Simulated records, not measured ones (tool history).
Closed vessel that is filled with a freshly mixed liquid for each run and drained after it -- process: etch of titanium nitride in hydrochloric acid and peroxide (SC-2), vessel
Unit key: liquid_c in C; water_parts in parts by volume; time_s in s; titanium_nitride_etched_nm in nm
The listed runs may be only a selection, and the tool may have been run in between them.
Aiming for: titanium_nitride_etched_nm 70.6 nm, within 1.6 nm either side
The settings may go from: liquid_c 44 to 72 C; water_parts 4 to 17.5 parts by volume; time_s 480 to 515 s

run,hour,liquid_c,water_parts,time_s,titanium_nitride_etched_nm
1,0,60,9.5,480,49.47
2,0.7,60,7.5,480,59.092
3,8.8,60.5,7.5,480,60.277
4,13.4,61,7.5,480,62.812
5,16.2,61,10,480,49.646
6,22.6,61,10,480,49.355
7,28.9,62.5,10,480,54.53
8,33.7,63.5,10,480,57.884
9,42,64,10,480,59.699
10,49.6,64.5,10,480,61.463
11,57.7,65,10,480,63.825
12,62,65.5,10,480,65.707
# hour 64.2: thermometer replaced
13,64.2,66,10,480,59.575
14,69.4,67,10,480,63.723
15,70.9,67.5,10,480,65.527

Which of these 4 next moves meets every target?
A,72.4,66,10.5,495,?
B,72.4,67.5,9.5,495,?
C,72.4,63,8,485,?
D,72.4,67.5,11,490,?

move,titanium_nitride_etched_nm
A,59.301
B,70.556
C,60.469
D,61.784
A: the biggest miss grows against the last run
B: all results in spec
C: the biggest miss grows against the last run
D: the biggest miss grows against the last run
B meets every target.
